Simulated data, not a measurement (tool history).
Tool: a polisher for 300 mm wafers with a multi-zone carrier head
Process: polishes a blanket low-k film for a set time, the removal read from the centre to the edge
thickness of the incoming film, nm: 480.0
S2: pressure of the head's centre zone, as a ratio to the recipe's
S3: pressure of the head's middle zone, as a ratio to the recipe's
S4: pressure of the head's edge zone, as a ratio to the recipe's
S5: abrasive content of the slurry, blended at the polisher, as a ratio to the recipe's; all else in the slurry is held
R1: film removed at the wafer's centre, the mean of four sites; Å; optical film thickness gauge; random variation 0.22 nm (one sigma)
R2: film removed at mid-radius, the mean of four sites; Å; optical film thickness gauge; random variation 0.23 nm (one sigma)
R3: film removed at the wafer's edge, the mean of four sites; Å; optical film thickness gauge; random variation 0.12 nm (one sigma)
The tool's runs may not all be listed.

Run 1, hour 0: flow of slurry (ml/min) 140, S2 1, S3 1, S4 1, S5 1, polishing time (s) 42. Result: R1 165.46 Å, R2 179.54 Å, R3 178.33 Å.
Run 2, hour 0.6: flow of slurry (ml/min) 150, S2 1.03, S3 0.98, S4 1, S5 1, polishing time (s) 42. Result: R1 173.18 Å, R2 177.3 Å, R3 176.4 Å.
Run 3, hour 8.8: flow of slurry (ml/min) 155, S2 1.06, S3 0.97, S4 1.02, S5 1, polishing time (s) 42. Result: R1 175.44 Å, R2 175.1 Å, R3 179.94 Å.
Run 4, hour 12: flow of slurry (ml/min) 165, S2 1.08, S3 0.95, S4 1.01, S5 1.05, polishing time (s) 42. Result: R1 191.33 Å, R2 182.33 Å, R3 184.03 Å.
Run 5, hour 15.5: flow of slurry (ml/min) 165, S2 1.08, S3 0.95, S4 1.01, S5 1.05, polishing time (s) 33. Result: R1 146.1 Å, R2 141 Å, R3 146.08 Å.
Run 6, hour 21.1: flow of slurry (ml/min) 170, S2 1.1, S3 0.93, S4 1.01, S5 1.15, polishing time (s) 33. Result: R1 157.22 Å, R2 147.29 Å, R3 153.19 Å.
Run 7, hour 23.8: flow of slurry (ml/min) 175, S2 1.12, S3 0.91, S4 1.01, S5 1.2, polishing time (s) 33. Result: R1 163.7 Å, R2 147.38 Å, R3 156.59 Å.
Run 8, hour 27.5: flow of slurry (ml/min) 180, S2 1.13, S3 0.9, S4 1, S5 1.25, polishing time (s) 33. Result: R1 170.72 Å, R2 147.76 Å, R3 159.05 Å.
Run 9, hour 29.2: flow of slurry (ml/min) 185, S2 1.14, S3 0.9, S4 1, S5 1.3, polishing time (s) 33. Result: R1 177.83 Å, R2 148.06 Å, R3 163.36 Å.

Forecast run 10:
At hour 33.1: centre zone pressure recalibrated.
Run 10, hour 33.1: flow of slurry (ml/min) 190, S2 1.15, S3 0.92, S4 1, S5 1.35, polishing time (s) 33. Result: R1 ?, R2 ?, R3 ?.

{"run 10": {"R1": 191.38, "R2": 156.9, "R3": 165.36}}
